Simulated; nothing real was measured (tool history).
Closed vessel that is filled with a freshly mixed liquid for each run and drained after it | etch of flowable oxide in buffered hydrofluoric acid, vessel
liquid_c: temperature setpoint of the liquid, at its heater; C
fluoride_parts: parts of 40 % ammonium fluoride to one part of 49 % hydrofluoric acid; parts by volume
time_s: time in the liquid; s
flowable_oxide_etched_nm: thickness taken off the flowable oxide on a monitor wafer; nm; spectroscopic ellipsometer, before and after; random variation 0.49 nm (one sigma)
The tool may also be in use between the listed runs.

Run 1, hour 0.0: liquid_c 21.0 C, fluoride_parts 23.5 parts by volume, time_s 100 s. Result: flowable_oxide_etched_nm 138.50 nm.
Run 2, hour 1.9: liquid_c 21.0 C, fluoride_parts 23.5 parts by volume, time_s 100 s. Result: flowable_oxide_etched_nm 137.62 nm.
Run 3, hour 7.4: liquid_c 21.0 C, fluoride_parts 29.0 parts by volume, time_s 100 s. Result: flowable_oxide_etched_nm 119.65 nm.
Run 4, hour 11.1: liquid_c 20.5 C, fluoride_parts 29.0 parts by volume, time_s 100 s. Result: flowable_oxide_etched_nm 116.05 nm.
Run 5, hour 19.7: liquid_c 22.0 C, fluoride_parts 29.0 parts by volume, time_s 100 s. Result: flowable_oxide_etched_nm 125.32 nm.
Run 6, hour 24.7: liquid_c 21.5 C, fluoride_parts 29.0 parts by volume, time_s 100 s. Result: flowable_oxide_etched_nm 123.15 nm.
Run 7, hour 32.5: liquid_c 21.0 C, fluoride_parts 29.0 parts by volume, time_s 100 s. Result: flowable_oxide_etched_nm 117.96 nm.

Run 8 comes next. What will it give?
Run 8, hour 41.3: liquid_c 20.5 C, fluoride_parts 29.0 parts by volume, time_s 100 s. Result: flowable_oxide_etched_nm ?.

flowable_oxide_etched_nm: 115.56 nm
